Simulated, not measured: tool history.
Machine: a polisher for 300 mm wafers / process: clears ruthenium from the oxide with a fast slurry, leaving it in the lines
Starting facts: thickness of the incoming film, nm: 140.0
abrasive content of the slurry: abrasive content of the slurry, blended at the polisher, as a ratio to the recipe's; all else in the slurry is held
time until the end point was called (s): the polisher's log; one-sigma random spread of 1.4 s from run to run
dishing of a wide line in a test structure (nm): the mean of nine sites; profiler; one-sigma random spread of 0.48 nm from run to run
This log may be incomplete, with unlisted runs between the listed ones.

run  hour  flow of slurry (ml/min)  pressure of the wafer on the pad (psi)  speed of the pad under the wafer (m/s)  abrasive content of the slurry  overpolish time after the end point (s)  time until the end point was called (s)  dishing of a wide line in a test structure (nm)
  1   0.0                      270                                     2.0                                    0.80                             1.0                                       17                                   66.007                                           28.211
  2   2.9                      270                                     1.9                                    0.80                             1.0                                       19                                   69.115                                           29.835
  3   7.8                      270                                     2.2                                    0.80                             1.0                                       19                                   61.643                                           33.112
  4  13.0                      270                                     2.2                                    0.80                             0.8                                       19                                   70.337                                           28.486
  5  16.2                      270                                     1.9                                    0.80                             0.8                                       19                                   79.850                                           26.668
  6  19.6                      215                                     1.9                                    0.80                             0.8                                       19                                   79.193                                           26.314
  7  24.2                      215                                     1.8                                    0.80                             0.8                                       20                                   85.182                                           26.651
  8  27.7                      215                                     1.8                                    0.80                             0.8                                       21                                   83.484                                           27.038

For run 9, what comes out?
  9  34.3                      215                                     1.7                                    0.80                             0.8                                       22                                        ?                                                ?

time until the end point was called (s): 88.159
dishing of a wide line in a test structure (nm): 27.607
